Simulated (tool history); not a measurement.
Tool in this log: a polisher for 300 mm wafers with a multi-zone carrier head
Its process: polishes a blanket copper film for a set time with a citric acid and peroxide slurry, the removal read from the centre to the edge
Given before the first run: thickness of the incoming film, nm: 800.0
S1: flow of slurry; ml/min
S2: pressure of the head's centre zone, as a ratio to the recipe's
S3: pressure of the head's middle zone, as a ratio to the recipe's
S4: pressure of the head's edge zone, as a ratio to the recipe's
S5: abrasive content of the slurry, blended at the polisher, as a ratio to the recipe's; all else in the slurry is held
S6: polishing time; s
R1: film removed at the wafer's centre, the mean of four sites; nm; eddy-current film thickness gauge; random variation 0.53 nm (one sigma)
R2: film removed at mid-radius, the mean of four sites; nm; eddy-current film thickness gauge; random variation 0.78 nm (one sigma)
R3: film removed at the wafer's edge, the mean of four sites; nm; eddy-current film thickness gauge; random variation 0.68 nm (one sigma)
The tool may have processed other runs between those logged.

run 1 hour=0.0 | S1=245 S2=1.00 S3=1.00 S4=1.00 S5=1.00 S6=46 | R1=68.512 R2=69.178 R3=69.366
run 2 hour=3.8 | S1=245 S2=1.00 S3=1.00 S4=1.00 S5=0.85 S6=46 | R1=66.412 R2=67.289 R3=67.478
run 3 hour=9.2 | S1=245 S2=1.00 S3=1.00 S4=1.00 S5=0.85 S6=40 | R1=56.821 R2=57.664 R3=59.223
run 4 hour=10.1 | S1=245 S2=1.00 S3=0.92 S4=1.00 S5=0.85 S6=40 | R1=56.002 R2=54.730 R3=58.827
run 5 hour=13.4 | S1=245 S2=0.94 S3=0.92 S4=1.00 S5=0.85 S6=40 | R1=53.837 R2=53.921 R3=58.625
run 6 hour=16.7 | S1=245 S2=0.94 S3=0.92 S4=0.95 S5=0.85 S6=40 | R1=53.305 R2=53.831 R3=56.624

What will run 7 give?
run 7 hour=23.7 | S1=240 S2=0.91 S3=0.96 S4=0.91 S5=0.85 S6=40 | R1=? R2=? R3=?

{"run 7": {"R1": 52.333, "R2": 55.051, "R3": 56.2}}

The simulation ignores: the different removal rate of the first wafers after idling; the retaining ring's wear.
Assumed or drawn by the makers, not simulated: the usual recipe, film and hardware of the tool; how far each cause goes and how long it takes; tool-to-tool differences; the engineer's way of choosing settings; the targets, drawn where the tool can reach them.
